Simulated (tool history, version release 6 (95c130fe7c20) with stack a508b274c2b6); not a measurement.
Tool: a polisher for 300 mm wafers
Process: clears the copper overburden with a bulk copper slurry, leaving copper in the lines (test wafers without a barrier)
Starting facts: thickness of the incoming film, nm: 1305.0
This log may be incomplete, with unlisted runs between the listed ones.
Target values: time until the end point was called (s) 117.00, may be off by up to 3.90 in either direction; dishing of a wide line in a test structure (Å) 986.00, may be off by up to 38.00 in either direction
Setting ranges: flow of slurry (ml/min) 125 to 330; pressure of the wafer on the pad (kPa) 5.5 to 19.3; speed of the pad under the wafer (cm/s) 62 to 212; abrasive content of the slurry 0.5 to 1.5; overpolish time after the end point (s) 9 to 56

run	day	flow of slurry (ml/min)	pressure of the wafer on the pad (kPa)	speed of the pad under the wafer (cm/s)	abrasive content of the slurry	overpolish time after the end point (s)	time until the end point was called (s)	dishing of a wide line in a test structure (Å)
1	0.000	210	12.4	136	1.0	29	172.78	845.60
2	0.117	210	10.3	136	1.0	29	210.07	750.79
3	0.475	215	11.0	136	1.0	28	192.09	765.52
4	0.796	215	11.0	136	1.1	28	188.87	785.68
5	0.938	195	11.0	136	1.1	28	191.28	766.21
6	1.150	200	11.7	136	1.1	27	178.40	808.47
7	1.475	205	12.4	136	1.1	26	174.68	819.09
8	1.617	205	13.1	138	1.1	24	158.02	822.30
9	1.975	225	16.5	138	1.1	25	125.38	984.13

Pick the move, out of 4, that brings all results within their allowed miss; only one does.
A	2.333	210	17.9	138	1.2	22	?	?
B	2.333	250	14.5	146	1.2	26	?	?
C	2.333	200	17.2	128	1.1	23	?	?
D	2.333	230	15.9	138	1.1	27	?	?

move	time until the end point was called (s)	dishing of a wide line in a test structure (Å)
A	114.32	1001.40
B	130.89	953.11
C	130.17	955.66
D	129.41	997.53
A: meets every target
B: further off than the last run
C: further off than the last run
D: further off than the last run
The move that meets every target is A.
